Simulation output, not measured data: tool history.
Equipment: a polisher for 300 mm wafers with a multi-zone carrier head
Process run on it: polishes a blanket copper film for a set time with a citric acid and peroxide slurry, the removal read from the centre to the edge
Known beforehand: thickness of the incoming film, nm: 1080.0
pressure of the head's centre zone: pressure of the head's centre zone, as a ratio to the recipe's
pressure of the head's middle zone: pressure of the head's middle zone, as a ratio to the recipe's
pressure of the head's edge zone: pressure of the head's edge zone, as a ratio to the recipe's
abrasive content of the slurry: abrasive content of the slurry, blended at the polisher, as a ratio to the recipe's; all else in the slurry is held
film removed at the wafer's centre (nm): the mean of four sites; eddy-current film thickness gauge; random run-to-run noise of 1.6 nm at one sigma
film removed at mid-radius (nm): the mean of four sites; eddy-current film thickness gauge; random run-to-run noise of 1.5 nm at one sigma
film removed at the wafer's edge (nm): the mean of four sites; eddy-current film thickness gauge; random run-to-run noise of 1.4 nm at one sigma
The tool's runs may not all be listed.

| run | day | flow of slurry (ml/min) | pressure of the head's centre zone | pressure of the head's middle zone | pressure of the head's edge zone | abrasive content of the slurry | polishing time (s) | film removed at the wafer's centre (nm) | film removed at mid-radius (nm) | film removed at the wafer's edge (nm) |
|---|---|---|---|---|---|---|---|---|---|---|
| 1 | 0.000 | 120 | 1.00 | 1.00 | 1.00 | 1.0 | 41 | 93.416 | 93.475 | 98.667 |
| 2 | 0.275 | 120 | 1.00 | 1.00 | 1.00 | 1.0 | 46 | 105.070 | 107.090 | 108.710 |
| 3 | 0.488 | 120 | 1.00 | 1.00 | 1.00 | 1.0 | 42 | 96.803 | 97.304 | 100.270 |
| 4 | 0.596 | 120 | 1.00 | 1.00 | 1.00 | 1.2 | 42 | 98.219 | 101.150 | 101.260 |
| 5 | 0.804 | 130 | 1.00 | 1.00 | 1.00 | 1.2 | 42 | 102.130 | 104.840 | 104.460 |
| 6 | 1.046 | 105 | 1.00 | 1.00 | 1.00 | 1.2 | 42 | 96.713 | 98.542 | 99.939 |

Run 7, settings as shown, results not yet in. Your forecast:
| 7 | 1.217 | 105 | 1.00 | 1.00 | 1.00 | 1.2 | 42 | ? | ? | ? |

film removed at the wafer's centre (nm): 93.104
film removed at mid-radius (nm): 97.722
film removed at the wafer's edge (nm): 99.835
